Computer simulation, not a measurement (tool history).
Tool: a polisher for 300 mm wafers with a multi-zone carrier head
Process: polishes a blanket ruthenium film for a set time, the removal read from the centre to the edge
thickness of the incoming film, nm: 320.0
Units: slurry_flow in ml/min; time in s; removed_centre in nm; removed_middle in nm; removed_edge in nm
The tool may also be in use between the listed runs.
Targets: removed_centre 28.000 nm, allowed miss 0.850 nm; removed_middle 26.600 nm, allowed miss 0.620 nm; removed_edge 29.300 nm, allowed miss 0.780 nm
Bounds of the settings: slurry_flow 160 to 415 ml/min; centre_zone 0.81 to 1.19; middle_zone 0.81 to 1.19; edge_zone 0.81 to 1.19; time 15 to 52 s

run    day  slurry_flow  centre_zone  middle_zone  edge_zone  time  removed_centre  removed_middle  removed_edge
  1  0.000          265         1.00         1.00       1.00    33          28.074          26.317        25.893
  2  0.062          275         0.99         0.99       1.05    33          28.852          25.650        26.601
  3  0.342          275         0.99         0.99       1.02    33          28.425          26.143        26.579
  4  0.650          275         0.99         0.99       0.96    33          28.468          26.057        25.748
  5  0.917          340         0.99         0.99       0.96    33          28.987          26.832        26.308
  6  0.942          340         0.99         0.99       0.96    41          36.107          32.568        31.887
  7  1.012          325         0.94         0.95       0.94    40          33.128          30.945        31.051
  8  1.133          310         0.91         0.91       0.93    40          31.964          29.736        30.881

4 next moves are on the table. One of them brings every result within its allowed miss. Which?
  A  1.254          335         0.81         0.81       0.85    39               ?               ?             ?
  B  1.254          245         0.81         0.81       0.94    40               ?               ?             ?
  C  1.254          335         1.14         0.84       0.91    39               ?               ?             ?
  D  1.254          325         0.97         1.06       0.94    39               ?               ?             ?

move  removed_centre  removed_middle  removed_edge
   A          28.502          26.361        28.902
   B          28.447          26.379        30.463
   C          39.735          27.105        29.799
   D          33.920          32.882        30.111
A: meets every target
B: brings the result that was furthest off to its target, and leaves another outside
C: brings the result that was furthest off to its target, and leaves another outside
D: further off than the last run
Move A is the one to make.
